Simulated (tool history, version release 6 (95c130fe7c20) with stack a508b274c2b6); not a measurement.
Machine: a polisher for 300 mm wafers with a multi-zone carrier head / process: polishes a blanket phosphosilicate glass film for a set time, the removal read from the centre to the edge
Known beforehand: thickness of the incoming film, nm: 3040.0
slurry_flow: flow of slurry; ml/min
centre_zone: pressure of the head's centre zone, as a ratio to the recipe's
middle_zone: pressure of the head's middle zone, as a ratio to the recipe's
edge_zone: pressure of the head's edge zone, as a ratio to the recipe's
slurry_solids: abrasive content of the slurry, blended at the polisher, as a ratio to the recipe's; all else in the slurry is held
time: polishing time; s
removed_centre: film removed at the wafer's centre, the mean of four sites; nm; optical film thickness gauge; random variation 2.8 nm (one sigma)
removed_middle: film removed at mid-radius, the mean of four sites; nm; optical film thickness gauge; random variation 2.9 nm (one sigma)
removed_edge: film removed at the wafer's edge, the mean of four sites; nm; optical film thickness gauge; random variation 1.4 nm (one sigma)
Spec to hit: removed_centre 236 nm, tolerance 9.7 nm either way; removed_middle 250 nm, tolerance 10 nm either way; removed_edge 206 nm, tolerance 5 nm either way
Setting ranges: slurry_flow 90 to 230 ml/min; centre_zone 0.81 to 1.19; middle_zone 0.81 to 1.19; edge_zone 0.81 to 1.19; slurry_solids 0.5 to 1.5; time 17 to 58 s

| run | day | slurry_flow | centre_zone | middle_zone | edge_zone | slurry_solids | time | removed_centre | removed_middle | removed_edge |
|---|---|---|---|---|---|---|---|---|---|---|
| 1 | 0 | 150 | 1 | 1 | 1 | 1 | 37 | 445.27 | 442.38 | 440.58 |
| 2 | 0.117 | 150 | 1 | 1 | 1 | 1 | 28 | 345.8 | 341.4 | 333.64 |
| 3 | 0.383 | 150 | 1 | 1.01 | 0.97 | 0.9 | 27 | 321.26 | 317.56 | 306.13 |
| 4 | 0.504 | 150 | 1 | 1.03 | 0.95 | 0.85 | 26 | 297.79 | 301.56 | 284.79 |
| 5 | 0.833 | 150 | 1.01 | 1.05 | 0.93 | 0.8 | 26 | 303.49 | 304.15 | 275.36 |
| 6 | 1.192 | 150 | 1.01 | 1.1 | 0.93 | 0.8 | 26 | 297.6 | 314.37 | 276.59 |
| 7 | 1.492 | 150 | 1.01 | 1.1 | 0.91 | 0.75 | 26 | 291.8 | 304.7 | 266.64 |
| 8 | 1.608 | 145 | 1.01 | 1.11 | 0.89 | 0.7 | 26 | 282.89 | 299.73 | 259.21 |
| 9 | 1.867 | 145 | 1.01 | 1.11 | 0.88 | 0.65 | 25 | 260.83 | 277.87 | 237.66 |
| 10 | 1.946 | 140 | 1.01 | 1.11 | 0.87 | 0.65 | 25 | 258.7 | 283.64 | 235.38 |
| 11 | 2.062 | 135 | 1.01 | 1.09 | 0.86 | 0.65 | 25 | 262.19 | 272.82 | 232.46 |
| 12 | 2.425 | 130 | 1.01 | 1.09 | 0.85 | 0.65 | 25 | 258.12 | 271.24 | 229.34 |
| 13 | 2.579 | 105 | 1.02 | 1.1 | 0.81 | 0.5 | 25 | 225.66 | 239.75 | 197.86 |
| 14 | 2.933 | 110 | 1.02 | 1.1 | 0.81 | 0.5 | 25 | 225.93 | 234.57 | 198.08 |
| 15 | 3.204 | 115 | 1.02 | 1.1 | 0.81 | 0.5 | 25 | 230.27 | 243.25 | 200.91 |

Consider the 5 candidate settings below. Which is the only one whose results all fall within their allowed miss of target?
| A | 3.475 | 120 | 1.04 | 1.19 | 0.84 | 0.5 | 24 | ? | ? | ? |
| B | 3.475 | 90 | 1.08 | 1.17 | 0.85 | 0.5 | 26 | ? | ? | ? |
| C | 3.475 | 105 | 1.07 | 1.17 | 0.81 | 0.6 | 23 | ? | ? | ? |
| D | 3.475 | 125 | 1.03 | 1.08 | 0.81 | 0.55 | 23 | ? | ? | ? |
| E | 3.475 | 90 | 0.94 | 1.1 | 0.86 | 0.65 | 24 | ? | ? | ? |

| move | removed_centre | removed_middle | removed_edge |
|---|---|---|---|
| A | 228.66 | 247.15 | 196.08 |
| B | 241.46 | 249.55 | 205.6 |
| C | 235.81 | 244.92 | 195.61 |
| D | 227.15 | 228.04 | 193.4 |
| E | 215.14 | 242.82 | 212.11 |
A: its largest miss is bigger than the last run's
B: every result lands within tolerance
C: its largest miss is bigger than the last run's
D: its largest miss is bigger than the last run's
E: moves the result that the last run missed by most past its target, out the other side
The right move is B.

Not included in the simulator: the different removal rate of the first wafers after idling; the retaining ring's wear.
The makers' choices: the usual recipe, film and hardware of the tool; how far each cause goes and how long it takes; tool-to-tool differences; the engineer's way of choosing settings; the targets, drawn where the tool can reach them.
